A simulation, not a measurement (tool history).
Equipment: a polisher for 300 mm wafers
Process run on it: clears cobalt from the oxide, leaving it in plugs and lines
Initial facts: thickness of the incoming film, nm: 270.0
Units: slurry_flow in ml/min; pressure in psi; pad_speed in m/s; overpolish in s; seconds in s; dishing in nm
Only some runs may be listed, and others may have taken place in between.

Run 1, day 0.000: slurry_flow 295 ml/min, pressure 1.4 psi, pad_speed 1.16 m/s, overpolish 17 s. Result: seconds 62.948 s, dishing 48.552 nm.
Run 2, day 0.196: slurry_flow 295 ml/min, pressure 1.2 psi, pad_speed 1.10 m/s, overpolish 16 s. Result: seconds 75.824 s, dishing 41.153 nm.
Run 3, day 0.508: slurry_flow 295 ml/min, pressure 1.0 psi, pad_speed 1.06 m/s, overpolish 17 s. Result: seconds 95.682 s, dishing 38.553 nm.
Run 4, day 0.646: slurry_flow 295 ml/min, pressure 0.9 psi, pad_speed 1.06 m/s, overpolish 16 s. Result: seconds 103.340 s, dishing 34.372 nm.
Run 5, day 0.950: slurry_flow 295 ml/min, pressure 0.9 psi, pad_speed 1.06 m/s, overpolish 11 s. Result: seconds 102.020 s, dishing 26.177 nm.
Run 6, day 1.079: slurry_flow 295 ml/min, pressure 1.2 psi, pad_speed 1.06 m/s, overpolish 11 s. Result: seconds 75.926 s, dishing 32.586 nm.
Run 7, day 1.267: slurry_flow 295 ml/min, pressure 1.1 psi, pad_speed 1.04 m/s, overpolish 13 s. Result: seconds 87.476 s, dishing 33.507 nm.

Expected results for the next run?
Run 8, day 1.642: slurry_flow 295 ml/min, pressure 1.0 psi, pad_speed 1.02 m/s, overpolish 14 s. Result: seconds ?, dishing ?.

seconds: 95.738 s
dishing: 32.877 nm
